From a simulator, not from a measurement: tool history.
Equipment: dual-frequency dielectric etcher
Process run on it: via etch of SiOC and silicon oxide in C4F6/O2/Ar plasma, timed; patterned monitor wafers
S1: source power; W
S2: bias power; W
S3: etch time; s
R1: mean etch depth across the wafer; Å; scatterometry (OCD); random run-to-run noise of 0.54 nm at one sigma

run  hour   S1   S2    S3      R1
  1     0  340  227  98.5  1187.7
  2   0.7  320  223  98.5  1146.4
  3   1.8  310  221  98.5  1129.8
  4   4.4  300  219  98.5  1118.7
  5   6.6  300  219   103  1166.2
  6     8  340  219   103  1214.7
  7  15.7  320  212   103  1171.7

Predict the results of run 8:
  8  21.4  320  212  103   ?

R1: 1182.6 Å
